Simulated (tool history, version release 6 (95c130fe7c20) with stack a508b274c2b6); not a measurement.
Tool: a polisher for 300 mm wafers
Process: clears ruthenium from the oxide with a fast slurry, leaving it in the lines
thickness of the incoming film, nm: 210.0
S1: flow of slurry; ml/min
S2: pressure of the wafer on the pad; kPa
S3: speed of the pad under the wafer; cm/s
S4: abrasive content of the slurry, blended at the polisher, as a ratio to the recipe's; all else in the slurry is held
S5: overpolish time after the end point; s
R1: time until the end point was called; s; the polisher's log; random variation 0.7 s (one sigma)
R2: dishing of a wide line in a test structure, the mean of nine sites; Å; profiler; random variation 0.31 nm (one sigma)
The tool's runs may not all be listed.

run 1 day=0 | S1=255 S2=24.1 S3=112 S4=1 S5=10 | R1=37.336 R2=407.94
run 2 day=0.112 | S1=255 S2=22.1 S3=106 S4=1 S5=10 | R1=43.016 R2=368.66
run 3 day=0.192 | S1=255 S2=22.1 S3=106 S4=1 S5=11 | R1=42.159 R2=409.09
run 4 day=0.483 | S1=255 S2=20 S3=100 S4=1 S5=11 | R1=50.148 R2=351.82
run 5 day=0.608 | S1=210 S2=20 S3=100 S4=1 S5=11 | R1=50.608 R2=338.93
run 6 day=0.65 | S1=205 S2=18.6 S3=98 S4=1 S5=11 | R1=56.418 R2=314.98
run 7 day=0.883 | S1=200 S2=17.2 S3=98 S4=1 S5=11 | R1=61.003 R2=305.96

The next listed run, before its measurement:
run 8 day=0.962 | S1=210 S2=11 S3=90 S4=1 S5=8 | R1=? R2=?

Run 8 gave R1 99.353 s, R2 145.78 Å.
